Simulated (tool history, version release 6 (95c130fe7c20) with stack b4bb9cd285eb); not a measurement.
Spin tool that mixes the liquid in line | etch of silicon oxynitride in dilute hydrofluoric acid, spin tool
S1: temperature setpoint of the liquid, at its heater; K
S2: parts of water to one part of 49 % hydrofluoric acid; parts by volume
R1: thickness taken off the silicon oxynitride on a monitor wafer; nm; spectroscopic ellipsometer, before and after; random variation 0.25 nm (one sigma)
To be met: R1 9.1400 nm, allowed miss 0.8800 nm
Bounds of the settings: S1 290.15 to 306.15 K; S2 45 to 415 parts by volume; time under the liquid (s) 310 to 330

Run 1, hour 0.0: S1 298.15 K, S2 230 parts by volume, time under the liquid (s) 310. Result: R1 2.5065 nm.
Run 2, hour 5.3: S1 299.65 K, S2 180 parts by volume, time under the liquid (s) 315. Result: R1 3.5007 nm.
Run 3, hour 9.7: S1 302.15 K, S2 180 parts by volume, time under the liquid (s) 315. Result: R1 3.8653 nm.
Run 4, hour 13.5: S1 299.65 K, S2 180 parts by volume, time under the liquid (s) 315. Result: R1 3.4622 nm.
Run 5, hour 19.1: S1 301.15 K, S2 145 parts by volume, time under the liquid (s) 320. Result: R1 5.0130 nm.
Run 6, hour 25.2: S1 301.65 K, S2 125 parts by volume, time under the liquid (s) 320. Result: R1 5.9363 nm.
Run 7, hour 33.9: S1 302.15 K, S2 110 parts by volume, time under the liquid (s) 320. Result: R1 7.2265 nm.
Run 8, hour 35.7: S1 302.65 K, S2 105 parts by volume, time under the liquid (s) 320. Result: R1 7.5195 nm.

4 next moves are on the table. One of them brings every result within its allowed miss. Which?
Run A, hour 37.5: S1 299.15 K, S2 125 parts by volume, time under the liquid (s) 310. Result: R1 ?.
Run B, hour 37.5: S1 303.15 K, S2 130 parts by volume, time under the liquid (s) 310. Result: R1 ?.
Run C, hour 37.5: S1 301.65 K, S2 120 parts by volume, time under the liquid (s) 330. Result: R1 ?.
Run D, hour 37.5: S1 304.15 K, S2 95 parts by volume, time under the liquid (s) 320. Result: R1 ?.

move      R1
   A  5.1866
   B  5.9380
   C  6.4694
   D  9.0859
A: further off than the last run
B: further off than the last run
C: further off than the last run
D: meets every target
Answer: D

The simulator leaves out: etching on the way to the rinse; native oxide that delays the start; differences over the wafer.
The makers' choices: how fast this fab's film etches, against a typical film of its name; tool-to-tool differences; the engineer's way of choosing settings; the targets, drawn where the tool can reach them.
